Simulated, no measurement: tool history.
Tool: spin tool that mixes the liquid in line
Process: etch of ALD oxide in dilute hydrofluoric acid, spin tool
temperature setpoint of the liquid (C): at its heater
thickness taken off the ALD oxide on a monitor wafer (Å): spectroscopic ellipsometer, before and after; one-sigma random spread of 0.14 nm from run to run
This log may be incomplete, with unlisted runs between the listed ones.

| run | day | temperature setpoint of the liquid (C) | parts of water to one part of 49 % hydrofluoric acid (parts by volume) | time under the liquid (s) | thickness taken off the ALD oxide on a monitor wafer (Å) |
|---|---|---|---|---|---|
| 1 | 0 | 22 | 275 | 285 | 161.01 |
| 2 | 0.333 | 22 | 275 | 305 | 172.01 |
| 3 | 0.458 | 22 | 330 | 305 | 136.46 |
| 4 | 0.833 | 22 | 330 | 305 | 135.87 |
| 5 | 1.162 | 22 | 265 | 305 | 181.59 |
| 6 | 1.404 | 20.5 | 265 | 305 | 171.49 |

For run 7, what comes out?
| 7 | 1.554 | 22.5 | 255 | 305 | ? |

thickness taken off the ALD oxide on a monitor wafer (Å): 194.08
